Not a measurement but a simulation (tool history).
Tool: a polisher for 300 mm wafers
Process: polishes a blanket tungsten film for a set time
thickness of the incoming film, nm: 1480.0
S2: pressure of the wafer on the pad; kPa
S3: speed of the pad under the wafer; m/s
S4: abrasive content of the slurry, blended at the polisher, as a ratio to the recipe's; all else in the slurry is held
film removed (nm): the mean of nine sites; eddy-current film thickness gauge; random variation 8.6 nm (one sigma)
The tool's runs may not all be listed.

run 1 hour=0.0 | flow_of_slurry_(ml/min)=240 S2=31.7 S3=1.12 S4=1.0 polishing_time_(s)=117 | film_removed_(nm)=759.60
run 2 hour=7.6 | flow_of_slurry_(ml/min)=245 S2=33.8 S3=1.12 S4=1.0 polishing_time_(s)=117 | film_removed_(nm)=798.13
run 3 hour=14.8 | flow_of_slurry_(ml/min)=245 S2=33.8 S3=1.12 S4=1.0 polishing_time_(s)=123 | film_removed_(nm)=845.01
run 4 hour=16.7 | flow_of_slurry_(ml/min)=245 S2=35.9 S3=1.12 S4=1.0 polishing_time_(s)=123 | film_removed_(nm)=894.51
run 5 hour=22.3 | flow_of_slurry_(ml/min)=275 S2=35.9 S3=1.12 S4=1.0 polishing_time_(s)=123 | film_removed_(nm)=910.88
run 6 hour=29.2 | flow_of_slurry_(ml/min)=275 S2=37.2 S3=1.12 S4=1.0 polishing_time_(s)=123 | film_removed_(nm)=941.58
run 7 hour=35.4 | flow_of_slurry_(ml/min)=275 S2=38.6 S3=1.12 S4=1.0 polishing_time_(s)=123 | film_removed_(nm)=964.13
run 8 hour=40.1 | flow_of_slurry_(ml/min)=275 S2=40.0 S3=1.12 S4=1.0 polishing_time_(s)=123 | film_removed_(nm)=995.88
run 9 hour=47.9 | flow_of_slurry_(ml/min)=275 S2=40.7 S3=1.12 S4=1.0 polishing_time_(s)=123 | film_removed_(nm)=1012.90
run 10 hour=53.6 | flow_of_slurry_(ml/min)=275 S2=41.4 S3=1.12 S4=1.0 polishing_time_(s)=123 | film_removed_(nm)=1025.70
run 11 hour=57.8 | flow_of_slurry_(ml/min)=275 S2=42.1 S3=1.12 S4=1.0 polishing_time_(s)=123 | film_removed_(nm)=1034.40
run 12 hour=64.8 | flow_of_slurry_(ml/min)=275 S2=42.1 S3=1.12 S4=1.0 polishing_time_(s)=123 | film_removed_(nm)=1052.50
run 13 hour=73.6 | flow_of_slurry_(ml/min)=275 S2=42.7 S3=1.12 S4=1.0 polishing_time_(s)=123 | film_removed_(nm)=1065.40
run 14 hour=76.0 | flow_of_slurry_(ml/min)=275 S2=43.4 S3=1.12 S4=1.0 polishing_time_(s)=123 | film_removed_(nm)=1066.00

The next listed run, before its measurement:
run 15 hour=84.3 | flow_of_slurry_(ml/min)=280 S2=44.1 S3=1.12 S4=1.0 polishing_time_(s)=123 | film_removed_(nm)=?

Run 15 gave film removed (nm) 1108.50.
